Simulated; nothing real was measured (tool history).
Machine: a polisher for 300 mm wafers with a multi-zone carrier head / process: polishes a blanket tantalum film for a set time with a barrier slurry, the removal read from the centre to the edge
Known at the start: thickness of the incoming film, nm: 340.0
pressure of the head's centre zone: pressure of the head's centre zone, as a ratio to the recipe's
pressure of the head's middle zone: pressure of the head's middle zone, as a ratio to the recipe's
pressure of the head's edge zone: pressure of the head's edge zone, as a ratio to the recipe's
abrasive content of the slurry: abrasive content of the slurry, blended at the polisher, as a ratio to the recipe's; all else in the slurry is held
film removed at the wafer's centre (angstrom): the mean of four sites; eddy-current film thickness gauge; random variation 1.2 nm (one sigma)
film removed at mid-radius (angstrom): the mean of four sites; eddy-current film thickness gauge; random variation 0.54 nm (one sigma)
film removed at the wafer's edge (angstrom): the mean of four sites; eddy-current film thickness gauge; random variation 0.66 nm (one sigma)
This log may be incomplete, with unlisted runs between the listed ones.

run,hour,flow of slurry (ml/min),pressure of the head's centre zone,pressure of the head's middle zone,pressure of the head's edge zone,abrasive content of the slurry,polishing time (s),film removed at the wafer's centre (angstrom),film removed at mid-radius (angstrom),film removed at the wafer's edge (angstrom)
1,0.0,280,1.00,1.00,1.00,1.00,82,942.35,955.06,940.45
2,3.5,275,1.01,0.97,0.97,0.95,82,953.02,922.26,940.23
3,5.2,280,1.03,0.97,0.96,0.85,80,940.62,883.33,886.92
4,12.9,280,1.03,0.96,0.95,0.80,79,891.09,848.55,862.54
5,16.0,280,1.09,0.96,0.95,0.80,79,937.27,859.22,860.13
6,20.3,280,1.01,0.96,0.95,0.80,79,874.67,851.39,871.11

What will run 7 give?
7,26.5,280,1.03,0.95,0.94,0.75,79,?,?,?

film removed at the wafer's centre (angstrom): 894.84
film removed at mid-radius (angstrom): 844.02
film removed at the wafer's edge (angstrom): 849.91

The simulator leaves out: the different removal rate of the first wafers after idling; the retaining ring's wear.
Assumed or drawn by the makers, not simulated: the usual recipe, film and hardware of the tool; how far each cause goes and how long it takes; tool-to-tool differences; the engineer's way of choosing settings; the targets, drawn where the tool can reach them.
